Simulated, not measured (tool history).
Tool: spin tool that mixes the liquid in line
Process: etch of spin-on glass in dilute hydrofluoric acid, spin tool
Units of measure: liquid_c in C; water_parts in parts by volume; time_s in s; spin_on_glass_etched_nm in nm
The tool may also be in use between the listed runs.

| run | hour | liquid_c | water_parts | time_s | spin_on_glass_etched_nm |
|---|---|---|---|---|---|
| 1 | 0 | 25 | 200 | 225 | 44.169 |
| 2 | 3.4 | 26.5 | 170 | 225 | 56.31 |
| 3 | 8.2 | 26.5 | 170 | 240 | 60.562 |
| 4 | 10.8 | 27.5 | 145 | 240 | 74.316 |
| 5 | 11.6 | 28.5 | 130 | 240 | 88.372 |
| 6 | 13.5 | 28.5 | 200 | 240 | 52.896 |

The next listed run, before its measurement:
| 7 | 14.1 | 29 | 175 | 240 | ? |

spin_on_glass_etched_nm: 63.562 nm

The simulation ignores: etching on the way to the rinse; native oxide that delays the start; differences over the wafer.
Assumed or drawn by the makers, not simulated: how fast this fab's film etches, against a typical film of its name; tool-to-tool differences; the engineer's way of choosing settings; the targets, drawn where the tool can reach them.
